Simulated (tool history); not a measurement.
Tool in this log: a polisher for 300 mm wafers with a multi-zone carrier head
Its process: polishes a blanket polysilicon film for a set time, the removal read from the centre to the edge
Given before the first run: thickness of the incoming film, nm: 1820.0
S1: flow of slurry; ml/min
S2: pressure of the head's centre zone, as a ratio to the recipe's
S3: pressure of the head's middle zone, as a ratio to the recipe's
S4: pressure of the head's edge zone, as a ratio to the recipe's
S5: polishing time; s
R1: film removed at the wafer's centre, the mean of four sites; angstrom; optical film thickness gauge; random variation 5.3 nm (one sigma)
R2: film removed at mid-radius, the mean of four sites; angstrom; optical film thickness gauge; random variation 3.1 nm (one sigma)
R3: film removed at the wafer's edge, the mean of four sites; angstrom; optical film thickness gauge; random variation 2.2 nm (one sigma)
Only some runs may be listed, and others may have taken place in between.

| run | hour | S1 | S2 | S3 | S4 | S5 | R1 | R2 | R3 |
|---|---|---|---|---|---|---|---|---|---|
| 1 | 0.0 | 120 | 1.00 | 1.00 | 1.00 | 75 | 4361.2 | 4173.2 | 4167.4 |
| 2 | 3.4 | 120 | 1.00 | 1.05 | 1.00 | 75 | 4195.3 | 4346.6 | 4118.0 |
| 3 | 8.1 | 110 | 1.01 | 1.02 | 0.98 | 74 | 4109.9 | 4074.5 | 3956.4 |
| 4 | 14.4 | 110 | 1.01 | 0.97 | 0.98 | 74 | 4007.8 | 3951.5 | 3951.4 |
| 5 | 18.0 | 105 | 1.05 | 0.94 | 0.96 | 74 | 4213.5 | 3708.4 | 3906.1 |
| 6 | 24.8 | 105 | 1.09 | 0.94 | 0.96 | 74 | 4440.4 | 3737.7 | 3902.1 |

Run 7 has not been measured yet. What should we expect?
| 7 | 31.9 | 100 | 1.10 | 0.94 | 0.94 | 74 | ? | ? | ? |

Logged for run 7: R1 4410.6 angstrom, R2 3723.8 angstrom, R3 3827.9 angstrom.

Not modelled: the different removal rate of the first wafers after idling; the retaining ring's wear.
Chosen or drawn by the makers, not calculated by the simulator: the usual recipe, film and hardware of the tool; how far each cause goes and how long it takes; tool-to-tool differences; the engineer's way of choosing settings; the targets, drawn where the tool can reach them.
